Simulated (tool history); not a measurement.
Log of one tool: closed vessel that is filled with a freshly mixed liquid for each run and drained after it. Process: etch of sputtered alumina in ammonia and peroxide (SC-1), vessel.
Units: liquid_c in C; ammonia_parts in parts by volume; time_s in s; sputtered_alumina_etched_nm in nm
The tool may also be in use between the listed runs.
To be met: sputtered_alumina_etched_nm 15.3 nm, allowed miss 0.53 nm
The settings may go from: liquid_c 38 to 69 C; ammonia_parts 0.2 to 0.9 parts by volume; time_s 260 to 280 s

run 1 day=0 | liquid_c=53 ammonia_parts=0.5 time_s=260 | sputtered_alumina_etched_nm=18.007
run 2 day=0.112 | liquid_c=53 ammonia_parts=0.5 time_s=280 | sputtered_alumina_etched_nm=19.433
run 3 day=0.183 | liquid_c=52 ammonia_parts=0.5 time_s=280 | sputtered_alumina_etched_nm=18.406
run 4 day=0.512 | liquid_c=45 ammonia_parts=0.5 time_s=280 | sputtered_alumina_etched_nm=12.458
run 5 day=0.604 | liquid_c=46 ammonia_parts=0.5 time_s=280 | sputtered_alumina_etched_nm=13.11
run 6 day=0.812 | liquid_c=46 ammonia_parts=0.65 time_s=280 | sputtered_alumina_etched_nm=13.57
run 7 day=0.988 | liquid_c=46.5 ammonia_parts=0.65 time_s=280 | sputtered_alumina_etched_nm=14.189
run 8 day=1.075 | liquid_c=47 ammonia_parts=0.65 time_s=280 | sputtered_alumina_etched_nm=14.577

5 next moves are on the table. One of them brings every result within its allowed miss. Which?
run A day=1.162 | liquid_c=46.5 ammonia_parts=0.7 time_s=260 | sputtered_alumina_etched_nm=?
run B day=1.162 | liquid_c=46.5 ammonia_parts=0.85 time_s=275 | sputtered_alumina_etched_nm=?
run C day=1.162 | liquid_c=49 ammonia_parts=0.4 time_s=260 | sputtered_alumina_etched_nm=?
run D day=1.162 | liquid_c=46.5 ammonia_parts=0.8 time_s=275 | sputtered_alumina_etched_nm=?
run E day=1.162 | liquid_c=49.5 ammonia_parts=0.55 time_s=265 | sputtered_alumina_etched_nm=?

move=A sputtered_alumina_etched_nm=12.884
move=B sputtered_alumina_etched_nm=13.881
move=C sputtered_alumina_etched_nm=14.048
move=D sputtered_alumina_etched_nm=13.801
move=E sputtered_alumina_etched_nm=15.171
A: further off than the last run
B: further off than the last run
C: further off than the last run
D: further off than the last run
E: meets every target
Answer: E
